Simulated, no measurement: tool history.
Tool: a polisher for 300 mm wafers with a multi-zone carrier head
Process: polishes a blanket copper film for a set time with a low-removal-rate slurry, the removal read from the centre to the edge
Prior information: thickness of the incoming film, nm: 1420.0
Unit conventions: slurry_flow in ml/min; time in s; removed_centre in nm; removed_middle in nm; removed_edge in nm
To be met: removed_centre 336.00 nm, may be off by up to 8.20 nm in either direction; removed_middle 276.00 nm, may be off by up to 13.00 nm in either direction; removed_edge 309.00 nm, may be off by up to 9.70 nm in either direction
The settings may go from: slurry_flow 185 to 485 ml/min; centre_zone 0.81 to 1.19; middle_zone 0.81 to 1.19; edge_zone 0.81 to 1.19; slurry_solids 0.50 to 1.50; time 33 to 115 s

run  hour  slurry_flow  centre_zone  middle_zone  edge_zone  slurry_solids  time  removed_centre  removed_middle  removed_edge
  1   0.0          310         1.00         1.00       1.00           1.00    73          269.88          270.32        263.97
  2   1.5          315         1.02         0.99       1.03           1.05    73          275.59          274.10        270.23
  3   4.0          350         1.02         0.99       1.03           1.05    73          280.65          280.70        273.21
  4   8.6          355         1.04         0.97       1.05           1.10    73          285.97          271.98        279.40
  5  14.0          360         1.06         0.97       1.06           1.15    73          299.56          280.30        281.72
  6  21.0          360         1.06         0.97       1.14           1.15    73          296.91          278.49        295.40
  7  29.9          365         1.07         0.96       1.15           1.15    73          300.17          268.54        297.96
  8  34.1          370         1.08         0.96       1.15           1.15    73          300.85          279.00        294.35
  9  41.0          370         1.17         0.86       1.19           1.30    74          339.09          263.17        314.29

Next run, 4 choices. One meets every target within its allowed miss, the rest don't. Which?
  A  47.9          400         1.19         0.81       1.13           1.00    78               ?               ?             ?
  B  47.9          420         1.13         1.00       1.15           1.15    77               ?               ?             ?
  C  47.9          405         1.14         0.81       1.17           1.10    77               ?               ?             ?
  D  47.9          360         1.14         0.89       1.12           1.25    76               ?               ?             ?

move  removed_centre  removed_middle  removed_edge
   A          345.82          249.75        302.41
   B          335.59          302.30        309.00
   C          334.15          251.07        309.40
   D          334.30          271.51        303.10
A: the biggest miss grows against the last run
B: takes the result that was furthest off past its target
C: the biggest miss grows against the last run
D: in spec on every target
Answer: D

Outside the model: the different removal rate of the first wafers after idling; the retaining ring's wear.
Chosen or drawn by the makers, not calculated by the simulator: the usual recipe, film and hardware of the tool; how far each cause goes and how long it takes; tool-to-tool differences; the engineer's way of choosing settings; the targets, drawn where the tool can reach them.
